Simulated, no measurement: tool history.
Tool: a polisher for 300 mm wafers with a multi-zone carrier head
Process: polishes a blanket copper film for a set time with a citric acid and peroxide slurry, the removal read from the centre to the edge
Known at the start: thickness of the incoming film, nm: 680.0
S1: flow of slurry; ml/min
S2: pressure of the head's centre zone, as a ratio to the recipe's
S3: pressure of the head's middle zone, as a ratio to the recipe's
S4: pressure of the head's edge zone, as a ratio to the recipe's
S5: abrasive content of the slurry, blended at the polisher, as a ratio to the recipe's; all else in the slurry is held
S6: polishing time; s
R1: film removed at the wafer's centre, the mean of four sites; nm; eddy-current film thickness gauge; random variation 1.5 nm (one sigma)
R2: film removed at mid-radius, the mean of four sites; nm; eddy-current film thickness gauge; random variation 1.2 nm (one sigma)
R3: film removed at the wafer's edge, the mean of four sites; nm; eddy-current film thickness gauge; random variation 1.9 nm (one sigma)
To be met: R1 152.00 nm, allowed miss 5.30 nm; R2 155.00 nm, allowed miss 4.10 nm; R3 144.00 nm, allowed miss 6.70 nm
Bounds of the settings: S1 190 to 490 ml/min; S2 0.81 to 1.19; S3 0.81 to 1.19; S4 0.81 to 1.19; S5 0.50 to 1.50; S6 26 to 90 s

Run 1, hour 0.0: S1 315 ml/min, S2 1.00, S3 1.00, S4 1.00, S5 1.00, S6 58 s. Result: R1 115.29 nm, R2 114.64 nm, R3 114.15 nm.
Run 2, hour 2.1: S1 315 ml/min, S2 1.00, S3 1.00, S4 1.04, S5 1.00, S6 58 s. Result: R1 116.73 nm, R2 114.60 nm, R3 117.92 nm.
Run 3, hour 3.5: S1 315 ml/min, S2 1.05, S3 1.00, S4 1.04, S5 1.00, S6 58 s. Result: R1 118.56 nm, R2 115.28 nm, R3 118.47 nm.
Run 4, hour 10.7: S1 315 ml/min, S2 1.05, S3 1.00, S4 1.04, S5 0.80, S6 58 s. Result: R1 115.89 nm, R2 110.71 nm, R3 114.12 nm.
Run 5, hour 19.2: S1 320 ml/min, S2 1.06, S3 1.02, S4 1.05, S5 0.85, S6 58 s. Result: R1 120.30 nm, R2 114.59 nm, R3 116.10 nm.
Run 6, hour 22.3: S1 320 ml/min, S2 1.06, S3 1.02, S4 1.01, S5 0.85, S6 58 s. Result: R1 121.32 nm, R2 113.86 nm, R3 117.18 nm.
Run 7, hour 27.1: S1 325 ml/min, S2 1.07, S3 1.04, S4 1.02, S5 0.90, S6 58 s. Result: R1 122.29 nm, R2 117.04 nm, R3 116.61 nm.
Run 8, hour 34.0: S1 325 ml/min, S2 1.08, S3 1.05, S4 1.03, S5 0.95, S6 58 s. Result: R1 125.55 nm, R2 120.69 nm, R3 117.73 nm.
Run 9, hour 38.2: S1 325 ml/min, S2 1.08, S3 1.05, S4 1.04, S5 1.00, S6 59 s. Result: R1 126.35 nm, R2 121.80 nm, R3 122.10 nm.
Run 10, hour 40.6: S1 330 ml/min, S2 1.09, S3 1.06, S4 1.04, S5 1.05, S6 59 s. Result: R1 129.56 nm, R2 124.62 nm, R3 122.28 nm.
Run 11, hour 46.7: S1 330 ml/min, S2 1.09, S3 1.07, S4 1.05, S5 1.10, S6 59 s. Result: R1 132.81 nm, R2 126.05 nm, R3 126.45 nm.
Run 12, hour 49.4: S1 330 ml/min, S2 1.09, S3 1.08, S4 1.05, S5 1.15, S6 59 s. Result: R1 132.58 nm, R2 128.88 nm, R3 121.33 nm.
Run 13, hour 53.9: S1 335 ml/min, S2 1.09, S3 1.08, S4 1.06, S5 1.20, S6 60 s. Result: R1 137.00 nm, R2 132.03 nm, R3 130.74 nm.
Run 14, hour 58.1: S1 335 ml/min, S2 1.09, S3 1.08, S4 1.06, S5 1.20, S6 60 s. Result: R1 137.73 nm, R2 130.88 nm, R3 128.68 nm.
Run 15, hour 60.3: S1 335 ml/min, S2 1.09, S3 1.09, S4 1.07, S5 1.20, S6 60 s. Result: R1 134.86 nm, R2 134.73 nm, R3 126.61 nm.
Run 16, hour 61.8: S1 340 ml/min, S2 1.09, S3 1.09, S4 1.08, S5 1.25, S6 60 s. Result: R1 136.56 nm, R2 134.01 nm, R3 131.12 nm.
Run 17, hour 70.1: S1 345 ml/min, S2 1.09, S3 1.10, S4 1.09, S5 1.25, S6 60 s. Result: R1 137.15 nm, R2 134.36 nm, R3 136.64 nm.
Run 18, hour 75.7: S1 350 ml/min, S2 1.09, S3 1.11, S4 1.09, S5 1.25, S6 60 s. Result: R1 136.69 nm, R2 137.84 nm, R3 131.88 nm.

Which of these 4 next moves meets every target?
Run A, hour 81.3: S1 425 ml/min, S2 1.02, S3 0.99, S4 1.13, S5 1.50, S6 49 s. Result: R1 ?, R2 ?, R3 ?.
Run B, hour 81.3: S1 345 ml/min, S2 1.07, S3 1.04, S4 1.19, S5 1.35, S6 60 s. Result: R1 ?, R2 ?, R3 ?.
Run C, hour 81.3: S1 360 ml/min, S2 1.09, S3 1.15, S4 1.07, S5 1.30, S6 65 s. Result: R1 ?, R2 ?, R3 ?.
Run D, hour 81.3: S1 375 ml/min, S2 0.89, S3 1.17, S4 1.19, S5 1.45, S6 61 s. Result: R1 ?, R2 ?, R3 ?.

move      R1      R2      R3
   A  110.74  106.76  112.27
   B  137.06  131.42  136.57
   C  151.01  154.72  139.53
   D  118.30  150.96  141.19
A: further off than the last run
B: further off than the last run
C: meets every target
D: brings the result that was furthest off to its target, and leaves another outside
Move C is the one to make.
